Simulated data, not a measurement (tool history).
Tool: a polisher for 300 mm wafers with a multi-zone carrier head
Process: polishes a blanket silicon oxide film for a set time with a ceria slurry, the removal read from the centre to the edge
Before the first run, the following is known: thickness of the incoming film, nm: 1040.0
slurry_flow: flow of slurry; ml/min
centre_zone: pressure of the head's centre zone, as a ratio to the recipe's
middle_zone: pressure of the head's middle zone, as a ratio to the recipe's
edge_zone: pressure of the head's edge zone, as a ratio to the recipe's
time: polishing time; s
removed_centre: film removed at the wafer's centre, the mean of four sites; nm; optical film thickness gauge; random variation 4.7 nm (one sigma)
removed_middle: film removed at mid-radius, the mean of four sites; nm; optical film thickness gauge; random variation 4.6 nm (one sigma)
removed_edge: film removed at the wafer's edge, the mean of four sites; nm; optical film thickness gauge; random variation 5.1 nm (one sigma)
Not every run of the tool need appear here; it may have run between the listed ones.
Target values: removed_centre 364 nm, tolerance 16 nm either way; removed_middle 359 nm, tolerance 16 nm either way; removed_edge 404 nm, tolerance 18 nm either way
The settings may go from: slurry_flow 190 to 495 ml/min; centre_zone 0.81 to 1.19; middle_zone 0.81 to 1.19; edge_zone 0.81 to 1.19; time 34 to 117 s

Run 1, hour 0: slurry_flow 320 ml/min, centre_zone 1, middle_zone 1, edge_zone 1, time 75 s. Result: removed_centre 427.85 nm, removed_middle 427.97 nm, removed_edge 416.64 nm.
Run 2, hour 3.9: slurry_flow 320 ml/min, centre_zone 1, middle_zone 1, edge_zone 0.93, time 75 s. Result: removed_centre 421.51 nm, removed_middle 423.46 nm, removed_edge 399.9 nm.
Run 3, hour 11.3: slurry_flow 320 ml/min, centre_zone 1, middle_zone 1, edge_zone 0.93, time 57 s. Result: removed_centre 329.7 nm, removed_middle 319.2 nm, removed_edge 301.6 nm.
Run 4, hour 15: slurry_flow 320 ml/min, centre_zone 1.06, middle_zone 1, edge_zone 0.93, time 57 s. Result: removed_centre 345.97 nm, removed_middle 316.02 nm, removed_edge 299.23 nm.
Run 5, hour 23.4: slurry_flow 315 ml/min, centre_zone 1.04, middle_zone 0.99, edge_zone 0.96, time 59 s. Result: removed_centre 349.42 nm, removed_middle 324.4 nm, removed_edge 314.17 nm.
Run 6, hour 29.9: slurry_flow 315 ml/min, centre_zone 1.04, middle_zone 0.99, edge_zone 0.96, time 44 s. Result: removed_centre 262.14 nm, removed_middle 240.59 nm, removed_edge 242.11 nm.
Run 7, hour 31.4: slurry_flow 305 ml/min, centre_zone 0.94, middle_zone 0.91, edge_zone 1.06, time 65 s. Result: removed_centre 352.78 nm, removed_middle 331.93 nm, removed_edge 376.5 nm.
Run 8, hour 37.9: slurry_flow 305 ml/min, centre_zone 0.94, middle_zone 0.92, edge_zone 1.07, time 65 s. Result: removed_centre 353.08 nm, removed_middle 336.55 nm, removed_edge 375.33 nm.
Run 9, hour 38.9: slurry_flow 305 ml/min, centre_zone 0.94, middle_zone 0.92, edge_zone 1.08, time 65 s. Result: removed_centre 345.21 nm, removed_middle 341.79 nm, removed_edge 365.08 nm.
Run 10, hour 41.1: slurry_flow 305 ml/min, centre_zone 0.93, middle_zone 0.91, edge_zone 1.08, time 66 s. Result: removed_centre 352.39 nm, removed_middle 339.55 nm, removed_edge 375.34 nm.
Run 11, hour 42.4: slurry_flow 305 ml/min, centre_zone 0.93, middle_zone 0.91, edge_zone 1.09, time 67 s. Result: removed_centre 354.17 nm, removed_middle 344.09 nm, removed_edge 386.83 nm.

Consider the 4 candidate settings below. Which is the only one whose results all fall within their allowed miss of target?
Run A, hour 43.7: slurry_flow 265 ml/min, centre_zone 0.85, middle_zone 0.95, edge_zone 1.11, time 70 s. Result: removed_centre ?, removed_middle ?, removed_edge ?.
Run B, hour 43.7: slurry_flow 345 ml/min, centre_zone 0.95, middle_zone 0.89, edge_zone 1.04, time 65 s. Result: removed_centre ?, removed_middle ?, removed_edge ?.
Run C, hour 43.7: slurry_flow 315 ml/min, centre_zone 0.96, middle_zone 1, edge_zone 1.05, time 66 s. Result: removed_centre ?, removed_middle ?, removed_edge ?.
Run D, hour 43.7: slurry_flow 255 ml/min, centre_zone 0.91, middle_zone 0.9, edge_zone 1.08, time 72 s. Result: removed_centre ?, removed_middle ?, removed_edge ?.

move  removed_centre  removed_middle  removed_edge
   A          331.45           373.5        405.46
   B          354.04          336.82        371.85
   C          360.35          373.96        376.48
   D          363.32          365.56        410.25
A: puts the biggest miss on target and leaves a different result outside tolerance
B: misses by more than the last run did
C: misses by more than the last run did
D: every result lands within tolerance
Move D is the one to make.
